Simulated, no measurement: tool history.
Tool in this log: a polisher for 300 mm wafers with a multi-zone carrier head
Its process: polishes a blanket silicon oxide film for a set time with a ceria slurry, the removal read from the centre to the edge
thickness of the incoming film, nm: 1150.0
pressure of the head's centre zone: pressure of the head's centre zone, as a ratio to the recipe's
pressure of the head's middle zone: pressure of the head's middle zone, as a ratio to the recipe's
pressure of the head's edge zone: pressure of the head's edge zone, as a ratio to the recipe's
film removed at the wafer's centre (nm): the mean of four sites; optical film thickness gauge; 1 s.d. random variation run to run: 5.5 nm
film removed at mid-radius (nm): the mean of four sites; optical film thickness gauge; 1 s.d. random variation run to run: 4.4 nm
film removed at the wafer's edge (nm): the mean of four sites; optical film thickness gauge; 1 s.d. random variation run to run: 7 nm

run  hour  flow of slurry (ml/min)  pressure of the head's centre zone  pressure of the head's middle zone  pressure of the head's edge zone  polishing time (s)  film removed at the wafer's centre (nm)  film removed at mid-radius (nm)  film removed at the wafer's edge (nm)
  1   0.0                      240                                1.00                                1.00                              1.00                  51                                   360.38                           357.09                                 369.41
  2   1.7                      240                                1.00                                1.00                              0.93                  51                                   360.77                           364.31                                 356.37
  3   7.1                      250                                1.03                                1.02                              0.99                  56                                   423.75                           404.48                                 398.60
  4  14.7                      245                                1.03                                1.02                              1.03                  60                                   438.14                           431.36                                 437.52
  5  15.6                      245                                1.03                                1.02                              1.08                  60                                   445.17                           440.59                                 446.83
  6  22.3                      195                                1.03                                1.02                              1.08                  60                                   425.23                           423.50                                 446.50
  7  26.7                      195                                1.06                                1.02                              1.10                  63                                   464.71                           447.92                                 453.44

Forecast run 8:
  8  34.8                      225                                1.06                                1.00                              1.13                  65                                        ?                                ?                                      ?

{"run 8": {"film removed at the wafer's centre (nm)": 484.11, "film removed at mid-radius (nm)": 453.64, "film removed at the wafer's edge (nm)": 487.11}}
